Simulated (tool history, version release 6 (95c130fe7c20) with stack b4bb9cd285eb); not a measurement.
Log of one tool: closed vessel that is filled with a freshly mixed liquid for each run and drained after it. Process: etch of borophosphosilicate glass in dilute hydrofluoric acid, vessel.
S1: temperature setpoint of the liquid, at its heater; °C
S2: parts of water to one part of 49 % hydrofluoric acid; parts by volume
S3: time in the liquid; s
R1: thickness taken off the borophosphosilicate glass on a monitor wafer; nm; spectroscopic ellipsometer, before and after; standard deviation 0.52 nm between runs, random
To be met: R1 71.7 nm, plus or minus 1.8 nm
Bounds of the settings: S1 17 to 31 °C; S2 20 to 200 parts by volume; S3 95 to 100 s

run,hour,S1,S2,S3,R1
1,0,23,110,95,47.528
2,5.8,25,105,95,53.742
3,8.3,26.5,105,95,57.636
4,10.7,26.5,105,100,59.584
5,13,27.5,105,100,63.193
6,18.2,27.5,105,100,62.639
7,26.2,28.5,105,100,65.194
8,31.4,29,105,100,65.799
9,39.3,29.5,105,100,68.083
10,44.5,30,105,100,69.104

Below are 4 possible settings for the next run. Only one of them brings all results inside the allowed miss of their targets. Which is it?
A,49.7,31,110,100,?
B,49.7,31,100,95,?
C,49.7,31,100,100,?
D,49.7,28,95,95,?

move,R1
A,67.782
B,71.773
C,75.551
D,67.846
A: its largest miss is bigger than the last run's
B: each result inside its tolerance
C: takes the result that was furthest off past its target
D: its largest miss is bigger than the last run's
So the answer is move B, the one that meets all the targets.
